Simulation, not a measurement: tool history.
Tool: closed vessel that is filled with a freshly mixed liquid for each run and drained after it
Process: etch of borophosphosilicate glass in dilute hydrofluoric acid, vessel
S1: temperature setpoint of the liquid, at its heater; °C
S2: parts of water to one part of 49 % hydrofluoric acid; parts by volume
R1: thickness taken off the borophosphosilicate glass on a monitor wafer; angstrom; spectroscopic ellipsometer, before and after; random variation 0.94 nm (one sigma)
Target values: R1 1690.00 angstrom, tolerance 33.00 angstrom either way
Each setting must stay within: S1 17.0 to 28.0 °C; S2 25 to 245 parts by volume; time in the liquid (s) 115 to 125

{"run": 1, "day": 0.0, "S1": 20.0, "S2": 135, "time in the liquid (s)": 115, "R1": 434.37}
{"run": 2, "day": 0.304, "S1": 22.0, "S2": 105, "time in the liquid (s)": 115, "R1": 621.91}
{"run": 3, "day": 0.433, "S1": 23.5, "S2": 85, "time in the liquid (s)": 115, "R1": 839.08}
{"run": 4, "day": 0.575, "S1": 24.5, "S2": 75, "time in the liquid (s)": 115, "R1": 1011.9}
{"run": 5, "day": 0.875, "S1": 25.5, "S2": 65, "time in the liquid (s)": 115, "R1": 1223.8}
{"run": 6, "day": 1.262, "S1": 24.5, "S2": 65, "time in the liquid (s)": 115, "R1": 1177.7}
{"run": 7, "day": 1.617, "S1": 25.5, "S2": 60, "time in the liquid (s)": 115, "R1": 1338.5}
{"run": 8, "day": 1.838, "S1": 26.0, "S2": 60, "time in the liquid (s)": 115, "R1": 1363.5}
{"run": 9, "day": 2.112, "S1": 26.5, "S2": 60, "time in the liquid (s)": 115, "R1": 1393.7}
{"run": 10, "day": 2.221, "S1": 27.0, "S2": 60, "time in the liquid (s)": 115, "R1": 1409.4}
{"run": 11, "day": 2.296, "S1": 27.0, "S2": 55, "time in the liquid (s)": 115, "R1": 1577.1}
{"run": 12, "day": 2.442, "S1": 27.5, "S2": 55, "time in the liquid (s)": 115, "R1": 1584.7}
{"run": 13, "day": 2.712, "S1": 28.0, "S2": 55, "time in the liquid (s)": 115, "R1": 1621.3}
{"run": 14, "day": 2.996, "S1": 28.0, "S2": 50, "time in the liquid (s)": 115, "R1": 1800.6}
{"run": 15, "day": 3.096, "S1": 27.5, "S2": 50, "time in the liquid (s)": 115, "R1": 1753.8}
{"run": 16, "day": 3.296, "S1": 27.0, "S2": 50, "time in the liquid (s)": 115, "R1": 1734.3}

Pick the move, out of 4, that brings all results within their allowed miss; only one does.
{"run": "A", "day": 3.496, "S1": 27.5, "S2": 50, "time in the liquid (s)": 115, "R1": "?"}
{"run": "B", "day": 3.496, "S1": 25.5, "S2": 50, "time in the liquid (s)": 120, "R1": "?"}
{"run": "C", "day": 3.496, "S1": 28.0, "S2": 50, "time in the liquid (s)": 115, "R1": "?"}
{"run": "D", "day": 3.496, "S1": 27.5, "S2": 50, "time in the liquid (s)": 120, "R1": "?"}

move=A R1=1766.50
move=B R1=1700.50
move=C R1=1802.20
move=D R1=1843.40
A: moves away from the targets compared with the last run
B: every result lands within tolerance
C: moves away from the targets compared with the last run
D: moves away from the targets compared with the last run
So the answer is move B, the one that meets all the targets.

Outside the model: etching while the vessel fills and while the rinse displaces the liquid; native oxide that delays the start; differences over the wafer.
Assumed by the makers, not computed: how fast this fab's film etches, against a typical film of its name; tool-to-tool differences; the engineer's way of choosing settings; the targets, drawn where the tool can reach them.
